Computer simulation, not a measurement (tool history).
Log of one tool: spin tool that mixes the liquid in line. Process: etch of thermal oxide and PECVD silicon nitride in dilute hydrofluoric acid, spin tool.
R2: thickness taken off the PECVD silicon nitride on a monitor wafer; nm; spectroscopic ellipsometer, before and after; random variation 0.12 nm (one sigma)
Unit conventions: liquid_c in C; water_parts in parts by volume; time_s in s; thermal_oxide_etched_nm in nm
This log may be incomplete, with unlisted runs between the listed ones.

{"run": 1, "hour": 0.0, "liquid_c": 21.0, "water_parts": 215, "time_s": 180, "thermal_oxide_etched_nm": 3.223, "R2": 3.3806}
{"run": 2, "hour": 3.9, "liquid_c": 18.5, "water_parts": 215, "time_s": 180, "thermal_oxide_etched_nm": 2.8551, "R2": 2.9164}
{"run": 3, "hour": 7.2, "liquid_c": 21.0, "water_parts": 215, "time_s": 180, "thermal_oxide_etched_nm": 3.1487, "R2": 3.4308}
{"run": 4, "hour": 13.1, "liquid_c": 19.0, "water_parts": 215, "time_s": 180, "thermal_oxide_etched_nm": 2.9045, "R2": 3.0362}
{"run": 5, "hour": 17.5, "liquid_c": 19.0, "water_parts": 215, "time_s": 215, "thermal_oxide_etched_nm": 3.5589, "R2": 3.5807}
{"run": 6, "hour": 24.2, "liquid_c": 17.0, "water_parts": 215, "time_s": 215, "thermal_oxide_etched_nm": 3.282, "R2": 3.174}
{"run": 7, "hour": 25.4, "liquid_c": 18.0, "water_parts": 155, "time_s": 230, "thermal_oxide_etched_nm": 5.307, "R2": 5.0055}

Run 8, settings as shown, results not yet in. Your forecast:
{"run": 8, "hour": 31.8, "liquid_c": 18.0, "water_parts": 115, "time_s": 245, "thermal_oxide_etched_nm": "?", "R2": "?"}

For run 8 the tool returned thermal_oxide_etched_nm 7.9635 nm, R2 7.0858 nm.

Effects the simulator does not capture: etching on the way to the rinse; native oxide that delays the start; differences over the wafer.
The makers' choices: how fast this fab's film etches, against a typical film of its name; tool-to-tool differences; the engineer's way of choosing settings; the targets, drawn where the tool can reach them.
